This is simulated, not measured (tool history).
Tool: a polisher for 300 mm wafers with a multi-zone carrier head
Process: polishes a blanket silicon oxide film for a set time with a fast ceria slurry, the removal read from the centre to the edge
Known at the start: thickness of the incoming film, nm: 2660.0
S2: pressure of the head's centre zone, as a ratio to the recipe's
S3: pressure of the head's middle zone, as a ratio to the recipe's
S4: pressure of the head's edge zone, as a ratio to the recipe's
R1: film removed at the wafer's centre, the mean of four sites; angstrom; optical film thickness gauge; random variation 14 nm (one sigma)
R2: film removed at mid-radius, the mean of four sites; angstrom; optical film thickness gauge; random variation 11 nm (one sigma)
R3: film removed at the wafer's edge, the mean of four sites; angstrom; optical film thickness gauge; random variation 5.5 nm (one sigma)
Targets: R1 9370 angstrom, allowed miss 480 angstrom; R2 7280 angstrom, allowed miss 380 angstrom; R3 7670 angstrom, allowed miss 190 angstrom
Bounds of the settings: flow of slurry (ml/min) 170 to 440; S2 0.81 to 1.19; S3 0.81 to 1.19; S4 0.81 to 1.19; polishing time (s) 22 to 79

{"run": 1, "day": 0.0, "flow of slurry (ml/min)": 280, "S2": 1, "S3": 1, "S4": 1, "polishing time (s)": 50, "R1": 9069.8, "R2": 9224.7, "R3": 9058.6}
{"run": 2, "day": 0.125, "flow of slurry (ml/min)": 280, "S2": 1, "S3": 1, "S4": 0.93, "polishing time (s)": 50, "R1": 9399.4, "R2": 9138.3, "R3": 8581.3}
{"run": 3, "day": 0.204, "flow of slurry (ml/min)": 275, "S2": 1, "S3": 0.98, "S4": 0.92, "polishing time (s)": 50, "R1": 9025.7, "R2": 9001.7, "R3": 8481.5}
{"run": 4, "day": 0.55, "flow of slurry (ml/min)": 275, "S2": 1.02, "S3": 0.96, "S4": 0.92, "polishing time (s)": 50, "R1": 9349.3, "R2": 8652.7, "R3": 8423.5}
{"run": 5, "day": 0.921, "flow of slurry (ml/min)": 270, "S2": 1.02, "S3": 0.95, "S4": 0.91, "polishing time (s)": 50, "R1": 9403.8, "R2": 8579.7, "R3": 8448.6}
{"run": 6, "day": 0.992, "flow of slurry (ml/min)": 270, "S2": 1.02, "S3": 0.94, "S4": 0.9, "polishing time (s)": 50, "R1": 9603.5, "R2": 8529, "R3": 8481.9}
{"run": 7, "day": 1.167, "flow of slurry (ml/min)": 270, "S2": 1.02, "S3": 0.93, "S4": 0.89, "polishing time (s)": 50, "R1": 9619.7, "R2": 8443.5, "R3": 8518}
{"run": 8, "day": 1.308, "flow of slurry (ml/min)": 255, "S2": 1.08, "S3": 0.85, "S4": 0.82, "polishing time (s)": 45, "R1": 9050.9, "R2": 6969.8, "R3": 7318.4}
{"run": 9, "day": 1.529, "flow of slurry (ml/min)": 260, "S2": 1.08, "S3": 0.85, "S4": 0.83, "polishing time (s)": 45, "R1": 8907.2, "R2": 7147.6, "R3": 7332.2}

Which of these 5 next moves meets every target?
{"run": "A", "day": 1.75, "flow of slurry (ml/min)": 245, "S2": 1.13, "S3": 0.99, "S4": 0.81, "polishing time (s)": 45, "R1": "?", "R2": "?", "R3": "?"}
{"run": "B", "day": 1.75, "flow of slurry (ml/min)": 245, "S2": 1, "S3": 0.98, "S4": 0.96, "polishing time (s)": 47, "R1": "?", "R2": "?", "R3": "?"}
{"run": "C", "day": 1.75, "flow of slurry (ml/min)": 285, "S2": 1.12, "S3": 0.88, "S4": 0.81, "polishing time (s)": 44, "R1": "?", "R2": "?", "R3": "?"}
{"run": "D", "day": 1.75, "flow of slurry (ml/min)": 285, "S2": 0.98, "S3": 0.91, "S4": 0.93, "polishing time (s)": 44, "R1": "?", "R2": "?", "R3": "?"}
{"run": "E", "day": 1.75, "flow of slurry (ml/min)": 245, "S2": 1.09, "S3": 0.84, "S4": 0.82, "polishing time (s)": 47, "R1": "?", "R2": "?", "R3": "?"}

move=A R1=9138.1 R2=8086.3 R3=7317
move=B R1=8438.2 R2=8377.8 R3=8256.7
move=C R1=9003.6 R2=7280 R3=7250.7
move=D R1=7872.2 R2=7489.4 R3=7713.6
move=E R1=9194.4 R2=7368.6 R3=7698.7
A: further off than the last run
B: takes the result that was furthest off past its target
C: further off than the last run
D: brings the result that was furthest off to its target, and leaves another outside
E: meets every target
Move E is the one to make.
